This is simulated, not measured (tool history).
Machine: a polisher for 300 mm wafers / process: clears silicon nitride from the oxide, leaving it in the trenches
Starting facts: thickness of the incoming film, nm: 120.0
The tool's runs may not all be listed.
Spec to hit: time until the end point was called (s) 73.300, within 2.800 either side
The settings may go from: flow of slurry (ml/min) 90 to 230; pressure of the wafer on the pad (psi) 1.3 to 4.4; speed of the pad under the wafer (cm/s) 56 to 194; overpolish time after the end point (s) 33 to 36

| run | hour | flow of slurry (ml/min) | pressure of the wafer on the pad (psi) | speed of the pad under the wafer (cm/s) | overpolish time after the end point (s) | time until the end point was called (s) |
|---|---|---|---|---|---|---|
| 1 | 0.0 | 150 | 2.8 | 124 | 33 | 121.240 |
| 2 | 1.4 | 150 | 2.8 | 124 | 33 | 122.610 |
| 3 | 7.7 | 150 | 3.0 | 124 | 33 | 114.000 |
| 4 | 14.9 | 150 | 3.2 | 124 | 33 | 108.660 |
| 5 | 18.1 | 150 | 3.2 | 94 | 33 | 140.610 |
| 6 | 24.7 | 155 | 3.4 | 100 | 33 | 125.640 |
| 7 | 31.6 | 155 | 3.6 | 104 | 33 | 113.900 |
| 8 | 35.3 | 155 | 3.7 | 108 | 33 | 107.340 |
| 9 | 37.6 | 155 | 3.8 | 112 | 33 | 99.744 |
| 10 | 38.8 | 170 | 4.4 | 122 | 33 | 76.459 |
| 11 | 42.7 | 170 | 4.4 | 124 | 33 | 75.865 |
| 12 | 47.7 | 170 | 4.4 | 124 | 33 | 76.951 |

Below are 4 possible settings for the next run. Only one of them brings all results inside the allowed miss of their targets. Which is it?
| A | 52.7 | 175 | 4.4 | 116 | 36 | ? |
| B | 52.7 | 155 | 4.4 | 116 | 34 | ? |
| C | 52.7 | 170 | 4.4 | 128 | 33 | ? |
| D | 52.7 | 180 | 3.6 | 138 | 33 | ? |

| move | time until the end point was called (s) |
|---|---|
| A | 80.822 |
| B | 82.676 |
| C | 73.853 |
| D | 82.688 |
A: further off than the last run
B: further off than the last run
C: in spec on every target
D: further off than the last run
C meets every target.
